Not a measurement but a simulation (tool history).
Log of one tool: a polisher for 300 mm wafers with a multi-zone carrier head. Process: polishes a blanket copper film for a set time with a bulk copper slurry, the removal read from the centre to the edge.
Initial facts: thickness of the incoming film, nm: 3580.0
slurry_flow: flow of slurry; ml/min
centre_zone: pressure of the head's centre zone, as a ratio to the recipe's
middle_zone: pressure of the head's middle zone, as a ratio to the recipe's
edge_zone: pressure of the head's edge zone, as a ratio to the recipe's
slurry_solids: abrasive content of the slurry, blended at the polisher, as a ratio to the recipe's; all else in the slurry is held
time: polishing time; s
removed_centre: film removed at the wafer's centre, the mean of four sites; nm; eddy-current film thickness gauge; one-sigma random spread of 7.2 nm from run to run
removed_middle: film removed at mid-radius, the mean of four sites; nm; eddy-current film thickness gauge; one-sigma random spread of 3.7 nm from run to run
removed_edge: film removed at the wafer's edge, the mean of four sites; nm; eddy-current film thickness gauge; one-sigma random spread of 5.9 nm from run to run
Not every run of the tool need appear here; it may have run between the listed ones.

Run 1, hour 0: slurry_flow 235 ml/min, centre_zone 1, middle_zone 1, edge_zone 1, slurry_solids 1, time 66 s. Result: removed_centre 741.73 nm, removed_middle 742.11 nm, removed_edge 732.75 nm.
Run 2, hour 4: slurry_flow 235 ml/min, centre_zone 1, middle_zone 1, edge_zone 1, slurry_solids 1.2, time 66 s. Result: removed_centre 759.89 nm, removed_middle 775.68 nm, removed_edge 749.63 nm.
Run 3, hour 5.2: slurry_flow 235 ml/min, centre_zone 1, middle_zone 1, edge_zone 1.07, slurry_solids 1.2, time 66 s. Result: removed_centre 746.31 nm, removed_middle 778.86 nm, removed_edge 779.93 nm.
Run 4, hour 7.9: slurry_flow 230 ml/min, centre_zone 1, middle_zone 0.97, edge_zone 1.03, slurry_solids 1.05, time 62 s. Result: removed_centre 688.25 nm, removed_middle 691.71 nm, removed_edge 694.25 nm.
Run 5, hour 12.5: slurry_flow 225 ml/min, centre_zone 1.01, middle_zone 0.94, edge_zone 1.02, slurry_solids 0.95, time 59 s. Result: removed_centre 653.6 nm, removed_middle 627.94 nm, removed_edge 650.47 nm.
Run 6, hour 20.5: slurry_flow 225 ml/min, centre_zone 1.01, middle_zone 0.94, edge_zone 0.98, slurry_solids 0.95, time 59 s. Result: removed_centre 657.04 nm, removed_middle 638.53 nm, removed_edge 646 nm.
Run 7, hour 29.4: slurry_flow 225 ml/min, centre_zone 1.03, middle_zone 0.92, edge_zone 0.98, slurry_solids 0.85, time 56 s. Result: removed_centre 624.69 nm, removed_middle 573.34 nm, removed_edge 588.79 nm.

Estimate the outcome of run 8 from the log above:
Run 8, hour 30.2: slurry_flow 225 ml/min, centre_zone 1.03, middle_zone 0.9, edge_zone 0.98, slurry_solids 0.8, time 55 s. Result: removed_centre ?, removed_middle ?, removed_edge ?.

{"run 8": {"removed_centre": 612.22, "removed_middle": 555.05, "removed_edge": 584.46}}
